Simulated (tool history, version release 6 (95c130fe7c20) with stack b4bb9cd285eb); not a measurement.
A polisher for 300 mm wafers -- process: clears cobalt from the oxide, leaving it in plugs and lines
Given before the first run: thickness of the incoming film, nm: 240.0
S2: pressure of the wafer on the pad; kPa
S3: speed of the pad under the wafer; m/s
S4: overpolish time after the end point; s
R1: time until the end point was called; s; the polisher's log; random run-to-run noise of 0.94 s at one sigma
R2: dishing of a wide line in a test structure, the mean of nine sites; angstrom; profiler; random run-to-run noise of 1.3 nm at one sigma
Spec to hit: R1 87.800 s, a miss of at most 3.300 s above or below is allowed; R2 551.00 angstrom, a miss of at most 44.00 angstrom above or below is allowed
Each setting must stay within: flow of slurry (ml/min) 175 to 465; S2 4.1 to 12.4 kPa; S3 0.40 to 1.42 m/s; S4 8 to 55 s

Run 1, day 0.000: flow of slurry (ml/min) 295, S2 8.3 kPa, S3 0.90 m/s, S4 28 s. Result: R1 101.540 s, R2 505.18 angstrom.
Run 2, day 0.162: flow of slurry (ml/min) 295, S2 8.3 kPa, S3 0.90 m/s, S4 20 s. Result: R1 101.800 s, R2 388.03 angstrom.
Run 3, day 0.312: flow of slurry (ml/min) 295, S2 8.3 kPa, S3 0.90 m/s, S4 22 s. Result: R1 100.130 s, R2 407.26 angstrom.
Run 4, day 0.492: flow of slurry (ml/min) 230, S2 8.3 kPa, S3 0.90 m/s, S4 22 s. Result: R1 102.960 s, R2 391.65 angstrom.
Run 5, day 0.608: flow of slurry (ml/min) 235, S2 9.0 kPa, S3 0.90 m/s, S4 24 s. Result: R1 97.432 s, R2 448.23 angstrom.
Run 6, day 0.888: flow of slurry (ml/min) 245, S2 9.0 kPa, S3 0.90 m/s, S4 25 s. Result: R1 97.116 s, R2 504.21 angstrom.
Run 7, day 0.950: flow of slurry (ml/min) 250, S2 9.0 kPa, S3 0.90 m/s, S4 25 s. Result: R1 96.421 s, R2 475.23 angstrom.
Run 8, day 1.196: flow of slurry (ml/min) 255, S2 9.0 kPa, S3 0.90 m/s, S4 25 s. Result: R1 96.320 s, R2 483.83 angstrom.
Run 9, day 1.221: flow of slurry (ml/min) 260, S2 9.0 kPa, S3 0.90 m/s, S4 25 s. Result: R1 95.780 s, R2 488.51 angstrom.
Run 10, day 1.283: flow of slurry (ml/min) 270, S2 9.0 kPa, S3 0.90 m/s, S4 25 s. Result: R1 97.019 s, R2 460.86 angstrom.
Run 11, day 1.533: flow of slurry (ml/min) 270, S2 9.0 kPa, S3 0.90 m/s, S4 25 s. Result: R1 95.228 s, R2 471.41 angstrom.
Run 12, day 1.912: flow of slurry (ml/min) 275, S2 9.0 kPa, S3 0.90 m/s, S4 26 s. Result: R1 96.349 s, R2 493.80 angstrom.

Next run, 5 choices. One meets every target within its allowed miss, the rest don't. Which?
Run A, day 2.292: flow of slurry (ml/min) 280, S2 9.0 kPa, S3 1.10 m/s, S4 15 s. Result: R1 ?, R2 ?.
Run B, day 2.292: flow of slurry (ml/min) 265, S2 7.6 kPa, S3 1.04 m/s, S4 31 s. Result: R1 ?, R2 ?.
Run C, day 2.292: flow of slurry (ml/min) 285, S2 9.7 kPa, S3 1.04 m/s, S4 21 s. Result: R1 ?, R2 ?.
Run D, day 2.292: flow of slurry (ml/min) 250, S2 9.0 kPa, S3 1.02 m/s, S4 22 s. Result: R1 ?, R2 ?.
Run E, day 2.292: flow of slurry (ml/min) 240, S2 9.7 kPa, S3 0.94 m/s, S4 28 s. Result: R1 ?, R2 ?.

move      R1      R2
   A  83.992  372.45
   B  99.638  557.90
   C  82.599  485.40
   D  89.702  473.33
   E  90.250  556.32
A: moves the result that the last run missed by most past its target, out the other side
B: moves away from the targets compared with the last run
C: moves the result that the last run missed by most past its target, out the other side
D: meets the target for the result that was furthest off, but another lies outside its allowed miss
E: meets every target
So the answer is move E, the one that meets all the targets.
